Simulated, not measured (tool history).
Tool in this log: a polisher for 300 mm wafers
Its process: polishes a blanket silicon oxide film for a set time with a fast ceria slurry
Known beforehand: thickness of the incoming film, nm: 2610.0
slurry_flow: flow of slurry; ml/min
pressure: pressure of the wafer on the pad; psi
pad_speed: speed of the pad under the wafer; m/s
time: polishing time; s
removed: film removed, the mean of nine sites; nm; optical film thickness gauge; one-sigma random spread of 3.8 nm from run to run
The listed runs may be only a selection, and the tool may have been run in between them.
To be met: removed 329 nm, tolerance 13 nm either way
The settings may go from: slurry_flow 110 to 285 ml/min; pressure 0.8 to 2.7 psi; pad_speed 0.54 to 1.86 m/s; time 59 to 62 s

run 1 hour=0 | slurry_flow=180 pressure=1.7 pad_speed=1.18 time=59 | removed=655.73
run 2 hour=5.3 | slurry_flow=180 pressure=1.7 pad_speed=1.4 time=59 | removed=791.35
run 3 hour=9.4 | slurry_flow=180 pressure=1.6 pad_speed=1.34 time=59 | removed=704.41
run 4 hour=16.7 | slurry_flow=180 pressure=1.6 pad_speed=1.34 time=62 | removed=754.76
run 5 hour=21.6 | slurry_flow=180 pressure=2 pad_speed=1.34 time=62 | removed=900.42
run 6 hour=24.7 | slurry_flow=180 pressure=2.2 pad_speed=1.34 time=62 | removed=995.43
run 7 hour=30.5 | slurry_flow=180 pressure=2 pad_speed=1.26 time=62 | removed=865.59
run 8 hour=36.8 | slurry_flow=180 pressure=1.8 pad_speed=1.18 time=62 | removed=747.65
run 9 hour=43 | slurry_flow=180 pressure=1.7 pad_speed=1.1 time=62 | removed=639.35
run 10 hour=45.3 | slurry_flow=180 pressure=1.6 pad_speed=1.06 time=62 | removed=594.36
run 11 hour=50.3 | slurry_flow=180 pressure=1.5 pad_speed=1.02 time=62 | removed=540.36
run 12 hour=55.5 | slurry_flow=180 pressure=1.4 pad_speed=1 time=62 | removed=500.4
run 13 hour=62.7 | slurry_flow=180 pressure=1.3 pad_speed=0.98 time=62 | removed=450.51
run 14 hour=67.8 | slurry_flow=180 pressure=1.2 pad_speed=0.98 time=62 | removed=427.21
run 15 hour=74.4 | slurry_flow=180 pressure=1.1 pad_speed=0.98 time=62 | removed=397.47
run 16 hour=76.4 | slurry_flow=180 pressure=1.1 pad_speed=0.98 time=62 | removed=395.75

Consider the 4 candidate settings below. Which is the only one whose results all fall within their allowed miss of target?
run A hour=78.4 | slurry_flow=210 pressure=1 pad_speed=0.78 time=61 | removed=?
run B hour=78.4 | slurry_flow=170 pressure=1.1 pad_speed=0.9 time=60 | removed=?
run C hour=78.4 | slurry_flow=185 pressure=1 pad_speed=0.94 time=59 | removed=?
run D hour=78.4 | slurry_flow=235 pressure=0.8 pad_speed=1 time=59 | removed=?

move=A removed=288.83
move=B removed=344.86
move=C removed=329.1
move=D removed=297.17
A: pushes the last run's worst result past its target
B: gains on the last run, yet a result remains outside its allowed miss
C: each result inside its tolerance
D: pushes the last run's worst result past its target
C meets every target.
